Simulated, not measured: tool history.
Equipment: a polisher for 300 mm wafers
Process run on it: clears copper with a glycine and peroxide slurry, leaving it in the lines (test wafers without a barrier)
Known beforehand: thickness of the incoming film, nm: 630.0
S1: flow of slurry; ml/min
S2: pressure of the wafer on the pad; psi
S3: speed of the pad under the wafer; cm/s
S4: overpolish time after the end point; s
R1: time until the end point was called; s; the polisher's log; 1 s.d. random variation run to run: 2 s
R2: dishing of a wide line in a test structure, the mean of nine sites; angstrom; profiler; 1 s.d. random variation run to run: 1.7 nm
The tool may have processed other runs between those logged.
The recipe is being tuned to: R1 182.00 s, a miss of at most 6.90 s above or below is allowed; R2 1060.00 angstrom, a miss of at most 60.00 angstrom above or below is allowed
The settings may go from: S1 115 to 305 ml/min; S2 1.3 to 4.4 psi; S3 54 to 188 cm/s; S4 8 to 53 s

Run 1, hour 0.0: S1 195 ml/min, S2 2.8 psi, S3 120 cm/s, S4 27 s. Result: R1 131.46 s, R2 925.77 angstrom.
Run 2, hour 7.4: S1 190 ml/min, S2 2.5 psi, S3 118 cm/s, S4 31 s. Result: R1 137.57 s, R2 931.14 angstrom.
Run 3, hour 9.6: S1 190 ml/min, S2 2.5 psi, S3 134 cm/s, S4 31 s. Result: R1 127.77 s, R2 999.84 angstrom.
Run 4, hour 18.2: S1 190 ml/min, S2 2.5 psi, S3 112 cm/s, S4 31 s. Result: R1 144.43 s, R2 920.05 angstrom.
Run 5, hour 26.3: S1 190 ml/min, S2 2.2 psi, S3 108 cm/s, S4 36 s. Result: R1 161.12 s, R2 968.78 angstrom.
Run 6, hour 31.2: S1 190 ml/min, S2 2.1 psi, S3 106 cm/s, S4 38 s. Result: R1 164.07 s, R2 966.21 angstrom.
Run 7, hour 35.0: S1 190 ml/min, S2 2.0 psi, S3 104 cm/s, S4 40 s. Result: R1 171.45 s, R2 959.70 angstrom.
Run 8, hour 42.7: S1 190 ml/min, S2 2.0 psi, S3 104 cm/s, S4 40 s. Result: R1 170.07 s, R2 960.16 angstrom.
Run 9, hour 51.2: S1 190 ml/min, S2 1.9 psi, S3 102 cm/s, S4 42 s. Result: R1 175.36 s, R2 955.99 angstrom.
Run 10, hour 59.9: S1 185 ml/min, S2 1.9 psi, S3 100 cm/s, S4 44 s. Result: R1 181.83 s, R2 995.49 angstrom.

Pick the move, out of 5, that brings all results within their allowed miss; only one does.
Run A, hour 68.6: S1 260 ml/min, S2 1.8 psi, S3 94 cm/s, S4 39 s. Result: R1 ?, R2 ?.
Run B, hour 68.6: S1 180 ml/min, S2 2.8 psi, S3 80 cm/s, S4 44 s. Result: R1 ?, R2 ?.
Run C, hour 68.6: S1 200 ml/min, S2 1.7 psi, S3 106 cm/s, S4 48 s. Result: R1 ?, R2 ?.
Run D, hour 68.6: S1 175 ml/min, S2 1.9 psi, S3 114 cm/s, S4 39 s. Result: R1 ?, R2 ?.
Run E, hour 68.6: S1 195 ml/min, S2 1.7 psi, S3 108 cm/s, S4 38 s. Result: R1 ?, R2 ?.

move      R1       R2
   A  185.61   898.77
   B  169.52  1074.50
   C  183.32  1032.20
   D  169.29   952.88
   E  181.89   887.09
A: misses by more than the last run did
B: puts the biggest miss on target and leaves a different result outside tolerance
C: all results in spec
D: misses by more than the last run did
E: misses by more than the last run did
The right move is C.
